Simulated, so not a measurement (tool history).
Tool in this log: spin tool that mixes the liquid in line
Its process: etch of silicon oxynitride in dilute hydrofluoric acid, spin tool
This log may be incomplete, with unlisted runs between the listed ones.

run	hour	temperature setpoint of the liquid (K)	parts of water to one part of 49 % hydrofluoric acid (parts by volume)	time under the liquid (s)	thickness taken off the silicon oxynitride on a monitor wafer (nm)
1	0	295.15	85	320	11.195
2	8.9	295.65	85	320	11.581
3	11.5	296.15	85	320	11.74
4	12.5	292.65	85	320	9.9818
5	13.8	292.65	85	345	10.569
6	21.4	293.65	85	345	11.15
7	27.2	294.15	85	345	11.49

Predict the results of run 8:
8	28.8	294.65	85	345	?

{"run 8": {"thickness taken off the silicon oxynitride on a monitor wafer (nm)": 11.875}}

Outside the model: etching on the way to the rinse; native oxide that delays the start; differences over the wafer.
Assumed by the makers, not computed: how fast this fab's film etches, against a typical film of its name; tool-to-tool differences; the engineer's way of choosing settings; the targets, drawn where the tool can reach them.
